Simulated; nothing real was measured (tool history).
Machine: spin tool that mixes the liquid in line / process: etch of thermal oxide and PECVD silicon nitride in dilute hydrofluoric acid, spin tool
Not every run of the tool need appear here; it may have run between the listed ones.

run  hour  temperature setpoint of the liquid (C)  parts of water to one part of 49 % hydrofluoric acid (parts by volume)  time under the liquid (s)  thickness taken off the thermal oxide on a monitor wafer (Å)  thickness taken off the PECVD silicon nitride on a monitor wafer (Å)
  1     0                                      22                                                                     190                        180                                                        35.949                                                                42.353
  2   0.7                                      22                                                                     130                        180                                                        56.139                                                                61.805
  3   2.3                                      22                                                                     145                        180                                                        49.539                                                                55.182
  4   5.5                                      22                                                                     155                        185                                                        46.884                                                                 52.81
  5   9.5                                      22                                                                     165                        190                                                        44.395                                                                51.692
  6  17.3                                    21.5                                                                     175                        195                                                         42.27                                                                 48.52
  7  22.4                                    21.5                                                                     180                        195                                                        40.626                                                                  46.8
  8  25.5                                    21.5                                                                     185                        195                                                        39.109                                                                45.806
  9  26.5                                    21.5                                                                     190                        195                                                        38.314                                                                45.244
     31.4  -- thermometer replaced
 10  31.4                                    21.5                                                                     195                        195                                                        38.987                                                                48.467
 11  36.9                                      21                                                                     195                        195                                                        38.632                                                                46.686

What does the tool deliver on the next run?
 12  42.1                                      20                                                                     200                        195                                                             ?                                                                     ?

Logged for run 12: thickness taken off the thermal oxide on a monitor wafer (Å) 36.05, thickness taken off the PECVD silicon nitride on a monitor wafer (Å) 42.038.
